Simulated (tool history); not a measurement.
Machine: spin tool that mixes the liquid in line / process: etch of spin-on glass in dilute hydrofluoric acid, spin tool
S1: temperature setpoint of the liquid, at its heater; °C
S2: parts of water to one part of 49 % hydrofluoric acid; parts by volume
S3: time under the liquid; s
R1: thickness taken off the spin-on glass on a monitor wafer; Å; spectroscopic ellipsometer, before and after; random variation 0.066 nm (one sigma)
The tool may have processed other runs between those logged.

Run 1, hour 0.0: S1 26.0 °C, S2 90 parts by volume, S3 15 s. Result: R1 121.600 Å.
Run 2, hour 4.1: S1 24.5 °C, S2 90 parts by volume, S3 15 s. Result: R1 116.720 Å.
Run 3, hour 12.8: S1 24.5 °C, S2 90 parts by volume, S3 15 s. Result: R1 116.310 Å.
Run 4, hour 21.3: S1 24.5 °C, S2 110 parts by volume, S3 15 s. Result: R1 92.318 Å.
Run 5, hour 29.1: S1 24.5 °C, S2 110 parts by volume, S3 15 s. Result: R1 93.045 Å.
Run 6, hour 30.9: S1 24.5 °C, S2 130 parts by volume, S3 15 s. Result: R1 77.407 Å.
Run 7, hour 35.6: S1 25.0 °C, S2 130 parts by volume, S3 15 s. Result: R1 79.030 Å.

Forecast run 8:
Run 8, hour 40.5: S1 25.5 °C, S2 130 parts by volume, S3 15 s. Result: R1 ?.

{"run 8": {"R1": 79.855}}
